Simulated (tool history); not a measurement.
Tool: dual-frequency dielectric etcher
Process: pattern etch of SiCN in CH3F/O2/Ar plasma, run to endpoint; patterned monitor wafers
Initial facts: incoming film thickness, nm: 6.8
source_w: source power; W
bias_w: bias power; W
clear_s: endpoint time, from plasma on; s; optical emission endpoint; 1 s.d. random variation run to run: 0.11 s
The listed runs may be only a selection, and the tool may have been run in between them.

run 1 day=0.000 | source_w=530 bias_w=62 | clear_s=14.363
run 2 day=0.050 | source_w=570 bias_w=65 | clear_s=13.740
run 3 day=0.279 | source_w=490 bias_w=65 | clear_s=14.671
run 4 day=0.383 | source_w=530 bias_w=67 | clear_s=13.875
run 5 day=0.442 | source_w=610 bias_w=67 | clear_s=12.714
run 6 day=0.483 | source_w=550 bias_w=67 | clear_s=13.442

Run 7 is up next; what results do you expect?
run 7 day=0.638 | source_w=570 bias_w=68 | clear_s=?

clear_s: 13.234 s
